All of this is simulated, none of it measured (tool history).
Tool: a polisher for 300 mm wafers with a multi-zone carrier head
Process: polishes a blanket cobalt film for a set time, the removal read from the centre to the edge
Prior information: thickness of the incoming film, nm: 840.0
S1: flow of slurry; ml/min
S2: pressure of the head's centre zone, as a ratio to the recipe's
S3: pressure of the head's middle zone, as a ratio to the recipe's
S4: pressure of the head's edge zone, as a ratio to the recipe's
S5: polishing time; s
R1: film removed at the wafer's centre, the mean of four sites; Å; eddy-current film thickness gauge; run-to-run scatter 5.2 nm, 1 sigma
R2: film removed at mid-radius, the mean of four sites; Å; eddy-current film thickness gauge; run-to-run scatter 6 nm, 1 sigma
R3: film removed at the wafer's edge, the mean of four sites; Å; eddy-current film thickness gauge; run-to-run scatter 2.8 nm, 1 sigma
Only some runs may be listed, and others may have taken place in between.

Run 1, hour 0: S1 155 ml/min, S2 1, S3 1, S4 1, S5 54 s. Result: R1 2840 Å, R2 2827.2 Å, R3 2839.5 Å.
Run 2, hour 1.3: S1 165 ml/min, S2 1.03, S3 1.03, S4 1.01, S5 56 s. Result: R1 3039.2 Å, R2 2985.9 Å, R3 2957.1 Å.
Run 3, hour 6.6: S1 165 ml/min, S2 1.11, S3 1.03, S4 1.01, S5 56 s. Result: R1 3309.1 Å, R2 3036 Å, R3 3003.8 Å.
Run 4, hour 11.8: S1 175 ml/min, S2 1.12, S3 1.05, S4 1.01, S5 58 s. Result: R1 3496.4 Å, R2 3245.4 Å, R3 3105.3 Å.
Run 5, hour 14.1: S1 175 ml/min, S2 1.12, S3 0.98, S4 1.01, S5 58 s. Result: R1 3488.2 Å, R2 3042.7 Å, R3 3152.5 Å.
Run 6, hour 16.5: S1 175 ml/min, S2 1.12, S3 0.92, S4 1.01, S5 58 s. Result: R1 3526.1 Å, R2 2886.6 Å, R3 3130.9 Å.
Run 7, hour 23.8: S1 185 ml/min, S2 1.13, S3 0.96, S4 1, S5 60 s. Result: R1 3658.8 Å, R2 3097.3 Å, R3 3214 Å.

Estimate the outcome of run 8 from the log above:
Run 8, hour 26.5: S1 230 ml/min, S2 1.19, S3 1.06, S4 0.95, S5 75 s. Result: R1 ?, R2 ?, R3 ?.

Logged for run 8: R1 5088.7 Å, R2 4544 Å, R3 4012.5 Å.
